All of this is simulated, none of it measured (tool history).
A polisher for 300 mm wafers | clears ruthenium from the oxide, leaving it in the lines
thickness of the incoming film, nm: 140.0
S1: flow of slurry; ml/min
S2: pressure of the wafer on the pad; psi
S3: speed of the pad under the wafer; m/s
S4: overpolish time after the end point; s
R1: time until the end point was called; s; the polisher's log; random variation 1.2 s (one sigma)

run	hour	S1	S2	S3	S4	R1
1	0.0	265	2.8	0.98	12	101.810
2	3.4	265	2.9	0.98	12	101.600
3	11.4	265	2.9	0.98	9	98.818
4	14.8	265	2.3	0.98	9	125.280
5	20.1	265	2.0	0.98	9	141.530
6	27.4	265	2.3	0.98	9	122.360
7	29.1	265	2.5	0.98	9	116.850
8	35.5	265	2.7	0.98	9	106.560

Run 9 comes next. What will it give?
9	39.9	265	2.8	0.98	9	?

Run 9 gave R1 105.620 s.

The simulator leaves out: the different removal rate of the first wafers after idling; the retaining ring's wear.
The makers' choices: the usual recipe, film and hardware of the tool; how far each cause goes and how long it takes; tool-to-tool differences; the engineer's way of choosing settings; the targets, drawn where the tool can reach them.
